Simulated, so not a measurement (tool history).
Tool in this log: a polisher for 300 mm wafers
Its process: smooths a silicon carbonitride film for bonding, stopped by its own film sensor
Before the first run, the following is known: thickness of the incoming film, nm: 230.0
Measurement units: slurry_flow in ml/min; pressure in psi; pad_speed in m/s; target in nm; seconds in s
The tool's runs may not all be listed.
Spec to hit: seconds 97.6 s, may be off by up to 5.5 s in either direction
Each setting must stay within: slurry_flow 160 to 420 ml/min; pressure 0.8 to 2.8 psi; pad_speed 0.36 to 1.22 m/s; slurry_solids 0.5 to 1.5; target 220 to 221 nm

{"run": 1, "hour": 0.0, "slurry_flow": 270, "pressure": 1.8, "pad_speed": 0.78, "slurry_solids": 1, "target": 220, "seconds": 53.616}
{"run": 2, "hour": 1.9, "slurry_flow": 270, "pressure": 1.4, "pad_speed": 0.78, "slurry_solids": 1, "target": 220, "seconds": 65.318}
{"run": 3, "hour": 4.8, "slurry_flow": 270, "pressure": 1.3, "pad_speed": 0.76, "slurry_solids": 1, "target": 220, "seconds": 72.547}
{"run": 4, "hour": 11.0, "slurry_flow": 270, "pressure": 1.3, "pad_speed": 0.76, "slurry_solids": 1.2, "target": 220, "seconds": 68.445}
{"run": 5, "hour": 11.8, "slurry_flow": 320, "pressure": 1.3, "pad_speed": 0.76, "slurry_solids": 1.2, "target": 220, "seconds": 67.057}
{"run": 6, "hour": 14.6, "slurry_flow": 320, "pressure": 1.3, "pad_speed": 0.9, "slurry_solids": 1.2, "target": 220, "seconds": 59.252}
{"run": 7, "hour": 20.0, "slurry_flow": 320, "pressure": 1.2, "pad_speed": 0.88, "slurry_solids": 1.2, "target": 220, "seconds": 64.624}
{"run": 8, "hour": 29.0, "slurry_flow": 320, "pressure": 1.2, "pad_speed": 0.86, "slurry_solids": 1.2, "target": 220, "seconds": 64.177}
{"run": 9, "hour": 29.8, "slurry_flow": 320, "pressure": 1.2, "pad_speed": 0.84, "slurry_solids": 1.2, "target": 220, "seconds": 65.891}
{"run": 10, "hour": 31.9, "slurry_flow": 320, "pressure": 1.2, "pad_speed": 0.82, "slurry_solids": 1.2, "target": 220, "seconds": 67.256}
{"run": 11, "hour": 40.7, "slurry_flow": 320, "pressure": 1.2, "pad_speed": 0.8, "slurry_solids": 1.2, "target": 220, "seconds": 67.889}
{"run": 12, "hour": 46.2, "slurry_flow": 320, "pressure": 1.2, "pad_speed": 0.78, "slurry_solids": 1.2, "target": 220, "seconds": 70.439}
{"run": 13, "hour": 52.3, "slurry_flow": 320, "pressure": 1.2, "pad_speed": 0.76, "slurry_solids": 1.2, "target": 220, "seconds": 72.816}
{"run": 14, "hour": 57.3, "slurry_flow": 320, "pressure": 0.8, "pad_speed": 0.68, "slurry_solids": 1.2, "target": 220, "seconds": 108.21}

Which one of the following 4 next-run settings gets every result inside its allowed miss? There is exactly one.
{"run": "A", "hour": 62.3, "slurry_flow": 375, "pressure": 0.8, "pad_speed": 0.66, "slurry_solids": 1.15, "target": 221, "seconds": "?"}
{"run": "B", "hour": 62.3, "slurry_flow": 325, "pressure": 0.9, "pad_speed": 0.74, "slurry_solids": 1.2, "target": 221, "seconds": "?"}
{"run": "C", "hour": 62.3, "slurry_flow": 315, "pressure": 0.8, "pad_speed": 0.76, "slurry_solids": 1.15, "target": 221, "seconds": "?"}
{"run": "D", "hour": 62.3, "slurry_flow": 375, "pressure": 0.8, "pad_speed": 0.92, "slurry_solids": 1.2, "target": 220, "seconds": "?"}

move=A seconds=97.13
move=B seconds=81.059
move=C seconds=88.017
move=D seconds=81.68
A: each result inside its tolerance
B: the result that was furthest off in the last run now lies on the other side of its target
C: the result that was furthest off in the last run now lies on the other side of its target
D: the result that was furthest off in the last run now lies on the other side of its target
Correct choice: A, which meets every target

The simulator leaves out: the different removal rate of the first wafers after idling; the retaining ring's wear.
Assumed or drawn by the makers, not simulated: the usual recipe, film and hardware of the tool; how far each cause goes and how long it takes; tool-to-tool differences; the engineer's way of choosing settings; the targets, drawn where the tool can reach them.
